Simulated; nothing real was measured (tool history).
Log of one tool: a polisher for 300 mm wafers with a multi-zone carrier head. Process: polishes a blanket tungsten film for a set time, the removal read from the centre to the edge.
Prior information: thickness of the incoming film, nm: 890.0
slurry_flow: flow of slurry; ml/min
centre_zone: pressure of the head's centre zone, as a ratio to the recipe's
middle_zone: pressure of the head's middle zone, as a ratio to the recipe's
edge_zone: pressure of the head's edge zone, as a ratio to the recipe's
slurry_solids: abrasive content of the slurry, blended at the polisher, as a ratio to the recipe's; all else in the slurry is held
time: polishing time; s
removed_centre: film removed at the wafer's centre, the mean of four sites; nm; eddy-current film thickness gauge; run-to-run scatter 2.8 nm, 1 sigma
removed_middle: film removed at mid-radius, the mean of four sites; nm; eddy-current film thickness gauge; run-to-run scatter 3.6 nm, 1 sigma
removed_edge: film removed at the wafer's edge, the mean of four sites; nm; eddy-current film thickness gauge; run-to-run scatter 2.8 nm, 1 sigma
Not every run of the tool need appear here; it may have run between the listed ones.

Run 1, hour 0.0: slurry_flow 290 ml/min, centre_zone 1.00, middle_zone 1.00, edge_zone 1.00, slurry_solids 1.00, time 45 s. Result: removed_centre 205.32 nm, removed_middle 207.12 nm, removed_edge 202.91 nm.
Run 2, hour 8.2: slurry_flow 290 ml/min, centre_zone 1.00, middle_zone 1.02, edge_zone 1.03, slurry_solids 1.15, time 46 s. Result: removed_centre 211.25 nm, removed_middle 223.65 nm, removed_edge 217.03 nm.
Run 3, hour 15.4: slurry_flow 295 ml/min, centre_zone 1.02, middle_zone 1.03, edge_zone 1.06, slurry_solids 1.25, time 47 s. Result: removed_centre 227.42 nm, removed_middle 231.32 nm, removed_edge 228.74 nm.
Run 4, hour 23.3: slurry_flow 295 ml/min, centre_zone 1.01, middle_zone 1.05, edge_zone 1.08, slurry_solids 1.30, time 48 s. Result: removed_centre 227.76 nm, removed_middle 238.72 nm, removed_edge 238.84 nm.
Run 5, hour 31.0: slurry_flow 300 ml/min, centre_zone 1.01, middle_zone 1.08, edge_zone 1.09, slurry_solids 1.35, time 49 s. Result: removed_centre 239.17 nm, removed_middle 253.44 nm, removed_edge 250.15 nm.
Run 6, hour 35.6: slurry_flow 365 ml/min, centre_zone 1.01, middle_zone 1.08, edge_zone 1.09, slurry_solids 1.35, time 49 s. Result: removed_centre 246.70 nm, removed_middle 257.34 nm, removed_edge 248.54 nm.
Run 7, hour 44.2: slurry_flow 360 ml/min, centre_zone 1.00, middle_zone 1.10, edge_zone 1.10, slurry_solids 1.40, time 49 s. Result: removed_centre 241.00 nm, removed_middle 266.88 nm, removed_edge 251.53 nm.

Run 8 is up next; what results do you expect?
Run 8, hour 45.6: slurry_flow 355 ml/min, centre_zone 1.00, middle_zone 1.11, edge_zone 1.11, slurry_solids 1.45, time 49 s. Result: removed_centre ?, removed_middle ?, removed_edge ?.

Run 8 yielded removed_centre 241.92 nm, removed_middle 262.77 nm, removed_edge 251.15 nm.
